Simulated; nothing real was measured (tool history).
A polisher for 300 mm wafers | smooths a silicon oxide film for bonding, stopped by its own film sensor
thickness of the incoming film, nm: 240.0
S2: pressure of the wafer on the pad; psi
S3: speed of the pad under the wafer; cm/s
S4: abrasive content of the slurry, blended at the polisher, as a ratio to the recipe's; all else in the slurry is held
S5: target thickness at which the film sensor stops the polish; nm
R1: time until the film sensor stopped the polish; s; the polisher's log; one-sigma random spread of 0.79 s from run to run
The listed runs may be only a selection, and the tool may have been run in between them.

run 1 hour=0 | flow_of_slurry_(ml/min)=190 S2=2.8 S3=72 S4=1 S5=209 | R1=38.093
run 2 hour=8.4 | flow_of_slurry_(ml/min)=190 S2=2.5 S3=72 S4=1 S5=209 | R1=40.726
run 3 hour=9.7 | flow_of_slurry_(ml/min)=190 S2=2.1 S3=72 S4=1 S5=209 | R1=45.224
run 4 hour=13 | flow_of_slurry_(ml/min)=190 S2=2.1 S3=86 S4=1 S5=209 | R1=39.694
run 5 hour=18.5 | flow_of_slurry_(ml/min)=190 S2=2.1 S3=86 S4=1 S5=209 | R1=38.272
run 6 hour=26.7 | flow_of_slurry_(ml/min)=190 S2=2.1 S3=86 S4=0.85 S5=209 | R1=41.725
run 7 hour=32.4 | flow_of_slurry_(ml/min)=190 S2=1.9 S3=86 S4=0.85 S5=209 | R1=44.388

Run 8 has not been measured yet. What should we expect?
run 8 hour=40.8 | flow_of_slurry_(ml/min)=190 S2=1.7 S3=86 S4=0.85 S5=209 | R1=?

{"run 8": {"R1": 46.248}}
